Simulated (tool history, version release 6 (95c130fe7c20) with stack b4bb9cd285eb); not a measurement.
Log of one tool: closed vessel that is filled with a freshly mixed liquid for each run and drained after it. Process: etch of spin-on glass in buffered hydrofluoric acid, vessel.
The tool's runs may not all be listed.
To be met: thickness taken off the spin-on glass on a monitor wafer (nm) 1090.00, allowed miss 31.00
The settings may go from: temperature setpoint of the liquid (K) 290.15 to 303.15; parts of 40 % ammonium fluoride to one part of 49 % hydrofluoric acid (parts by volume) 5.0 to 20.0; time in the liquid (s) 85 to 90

run	hour	temperature setpoint of the liquid (K)	parts of 40 % ammonium fluoride to one part of 49 % hydrofluoric acid (parts by volume)	time in the liquid (s)	thickness taken off the spin-on glass on a monitor wafer (nm)
1	0.0	295.15	12.0	85	377.42
2	4.1	296.65	10.5	85	467.20
3	10.9	296.65	7.5	85	641.13
4	11.9	299.65	7.5	85	754.97
5	20.9	299.65	7.5	85	753.82
6	23.6	301.65	7.5	85	834.98
7	27.6	302.15	7.0	85	929.51
8	33.2	302.65	6.5	85	1015.60
9	36.2	302.65	6.5	85	1013.50
10	42.3	302.65	6.5	85	1016.00
11	48.7	303.15	6.5	85	1040.90

Which of these 5 next moves meets every target?
A	55.1	303.15	7.0	85	?
B	55.1	302.65	6.0	85	?
C	55.1	302.15	6.5	85	?
D	55.1	303.15	7.0	90	?
E	55.1	302.65	6.5	85	?

move	thickness taken off the spin-on glass on a monitor wafer (nm)
A	980.95
B	1091.70
C	992.02
D	1038.70
E	1018.70
A: further off than the last run
B: meets every target
C: further off than the last run
D: as far off as the last run
E: further off than the last run
Answer: B
